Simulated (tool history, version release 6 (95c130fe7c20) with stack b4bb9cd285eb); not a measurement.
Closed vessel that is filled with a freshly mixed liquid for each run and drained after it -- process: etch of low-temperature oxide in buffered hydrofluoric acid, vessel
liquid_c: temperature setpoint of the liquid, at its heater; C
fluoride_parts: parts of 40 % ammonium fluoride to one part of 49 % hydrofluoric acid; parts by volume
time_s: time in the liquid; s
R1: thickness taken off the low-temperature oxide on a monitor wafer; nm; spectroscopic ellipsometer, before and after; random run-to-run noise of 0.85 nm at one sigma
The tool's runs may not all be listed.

Run 1, day 0.000: liquid_c 24.0 C, fluoride_parts 19.5 parts by volume, time_s 30 s. Result: R1 67.106 nm.
Run 2, day 0.379: liquid_c 24.0 C, fluoride_parts 19.5 parts by volume, time_s 30 s. Result: R1 67.597 nm.
Run 3, day 0.458: liquid_c 25.5 C, fluoride_parts 19.5 parts by volume, time_s 30 s. Result: R1 73.204 nm.
Run 4, day 0.738: liquid_c 25.5 C, fluoride_parts 19.5 parts by volume, time_s 30 s. Result: R1 73.491 nm.
Run 5, day 0.825: liquid_c 26.5 C, fluoride_parts 19.5 parts by volume, time_s 30 s. Result: R1 77.279 nm.
Run 6, day 0.908: liquid_c 26.5 C, fluoride_parts 22.5 parts by volume, time_s 30 s. Result: R1 67.969 nm.
Run 7, day 1.067: liquid_c 28.0 C, fluoride_parts 22.5 parts by volume, time_s 30 s. Result: R1 74.328 nm.
Run 8, day 1.162: liquid_c 29.0 C, fluoride_parts 22.5 parts by volume, time_s 30 s. Result: R1 77.057 nm.
Run 9, day 1.296: liquid_c 30.0 C, fluoride_parts 22.5 parts by volume, time_s 30 s. Result: R1 82.213 nm.

Run 10 is up next; what results do you expect?
Run 10, day 1.525: liquid_c 30.5 C, fluoride_parts 22.5 parts by volume, time_s 30 s. Result: R1 ?.

Run 10 gave R1 83.207 nm.

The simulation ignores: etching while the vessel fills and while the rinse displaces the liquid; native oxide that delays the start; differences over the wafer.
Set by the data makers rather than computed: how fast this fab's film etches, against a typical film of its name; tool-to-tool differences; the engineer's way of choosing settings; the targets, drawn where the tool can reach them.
